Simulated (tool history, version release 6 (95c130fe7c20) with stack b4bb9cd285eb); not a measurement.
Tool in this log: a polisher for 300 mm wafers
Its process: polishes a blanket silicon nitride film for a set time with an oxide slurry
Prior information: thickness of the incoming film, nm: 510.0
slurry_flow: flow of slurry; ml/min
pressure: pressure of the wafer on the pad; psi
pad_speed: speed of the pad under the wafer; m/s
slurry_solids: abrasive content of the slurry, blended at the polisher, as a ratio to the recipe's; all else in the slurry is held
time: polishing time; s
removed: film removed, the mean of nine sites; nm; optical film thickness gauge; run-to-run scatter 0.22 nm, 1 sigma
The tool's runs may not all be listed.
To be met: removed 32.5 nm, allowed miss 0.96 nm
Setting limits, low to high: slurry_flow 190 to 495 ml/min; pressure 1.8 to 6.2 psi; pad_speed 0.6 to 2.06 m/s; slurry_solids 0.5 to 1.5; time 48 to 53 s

run	hour	slurry_flow	pressure	pad_speed	slurry_solids	time	removed
1	0	320	4	1.32	1	53	48.873
2	6.1	320	4	1.04	1	53	40.597
3	9.4	400	4	1.04	1	53	41.201
4	10.3	365	4	1.04	1	53	40.886
5	14.6	435	4	1.04	1	53	41.682
6	18.4	435	4	1.2	1	53	45.97
7	19.5	435	3.6	1.2	1	53	41.96
8	20.5	435	3.3	1.2	1	53	38.819
9	22	435	3.1	1.2	1	53	36.865
10	24	430	2.5	1.2	1	53	29.38
11	24.9	435	2.6	1.2	1	53	30.76

4 candidate next runs follow, results not yet known. Just one meets every target within its allowed miss. Identify it.
A	25.8	495	2.5	1.36	1	53	?
B	25.8	390	2.8	1.18	0.95	49	?
C	25.8	435	2.9	1.2	0.9	48	?
D	25.8	455	2.6	1.24	0.95	53	?

move	removed
A	33.21
B	29.629
C	30.123
D	31.365
A: in spec on every target
B: lands further from the targets than the last run did
C: lands further from the targets than the last run did
D: better than the last run, though not everything is in spec
A meets every target.
